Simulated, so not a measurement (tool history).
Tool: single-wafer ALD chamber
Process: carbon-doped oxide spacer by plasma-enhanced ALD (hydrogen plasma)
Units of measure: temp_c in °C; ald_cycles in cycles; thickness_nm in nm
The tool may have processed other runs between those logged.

run	hour	temp_c	ald_cycles	thickness_nm
1	0.0	395	354	17.254
2	6.0	395	374	18.246
3	12.9	395	389	18.879
4	16.0	404	389	19.043
5	22.0	404	410	19.921
6	24.3	396	410	19.884
7	27.6	396	419	20.207
8	36.4	396	427	20.765

Expected results for the next run?
9	37.8	396	431	?

Run 9 gave thickness_nm 20.994 nm.

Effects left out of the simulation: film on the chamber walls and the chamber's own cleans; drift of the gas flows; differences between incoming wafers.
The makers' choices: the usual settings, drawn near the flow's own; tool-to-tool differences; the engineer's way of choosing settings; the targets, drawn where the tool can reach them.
